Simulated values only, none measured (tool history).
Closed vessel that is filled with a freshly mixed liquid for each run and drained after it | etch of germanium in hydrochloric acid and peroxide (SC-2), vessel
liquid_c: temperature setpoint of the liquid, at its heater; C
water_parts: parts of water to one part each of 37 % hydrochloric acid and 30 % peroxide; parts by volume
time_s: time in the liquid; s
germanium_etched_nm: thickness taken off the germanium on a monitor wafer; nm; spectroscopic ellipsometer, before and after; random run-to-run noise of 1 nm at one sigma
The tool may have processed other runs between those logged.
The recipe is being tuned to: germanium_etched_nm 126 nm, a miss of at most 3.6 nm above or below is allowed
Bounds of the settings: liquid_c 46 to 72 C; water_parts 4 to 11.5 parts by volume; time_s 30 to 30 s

run 1 day=0 | liquid_c=62 water_parts=6.5 time_s=30 | germanium_etched_nm=101.53
run 2 day=0.3 | liquid_c=63 water_parts=6.5 time_s=30 | germanium_etched_nm=105.22
run 3 day=0.338 | liquid_c=58.5 water_parts=6.5 time_s=30 | germanium_etched_nm=91.308
run 4 day=0.7 | liquid_c=60 water_parts=6.5 time_s=30 | germanium_etched_nm=95.423
run 5 day=0.904 | liquid_c=57.5 water_parts=6.5 time_s=30 | germanium_etched_nm=88.257
run 6 day=0.979 | liquid_c=57.5 water_parts=6.5 time_s=30 | germanium_etched_nm=89.276
run 7 day=1.271 | liquid_c=59 water_parts=6.5 time_s=30 | germanium_etched_nm=94.167
run 8 day=1.642 | liquid_c=60.5 water_parts=6.5 time_s=30 | germanium_etched_nm=97.959
run 9 day=1.979 | liquid_c=61.5 water_parts=6.5 time_s=30 | germanium_etched_nm=101.98
run 10 day=2.229 | liquid_c=62.5 water_parts=6.5 time_s=30 | germanium_etched_nm=102.98
run 11 day=2.521 | liquid_c=63.5 water_parts=6.5 time_s=30 | germanium_etched_nm=105.41
run 12 day=2.892 | liquid_c=71 water_parts=6.5 time_s=30 | germanium_etched_nm=131.24

Next run, 4 choices. One meets every target within its allowed miss, the rest don't. Which?
run A day=3.262 | liquid_c=71 water_parts=6 time_s=30 | germanium_etched_nm=?
run B day=3.262 | liquid_c=72 water_parts=6.5 time_s=30 | germanium_etched_nm=?
run C day=3.262 | liquid_c=70 water_parts=8.5 time_s=30 | germanium_etched_nm=?
run D day=3.262 | liquid_c=72 water_parts=7 time_s=30 | germanium_etched_nm=?

move=A germanium_etched_nm=133.86
move=B germanium_etched_nm=136.93
move=C germanium_etched_nm=126.64
move=D germanium_etched_nm=136.18
A: the biggest miss grows against the last run
B: the biggest miss grows against the last run
C: in spec on every target
D: the biggest miss grows against the last run
Answer: C

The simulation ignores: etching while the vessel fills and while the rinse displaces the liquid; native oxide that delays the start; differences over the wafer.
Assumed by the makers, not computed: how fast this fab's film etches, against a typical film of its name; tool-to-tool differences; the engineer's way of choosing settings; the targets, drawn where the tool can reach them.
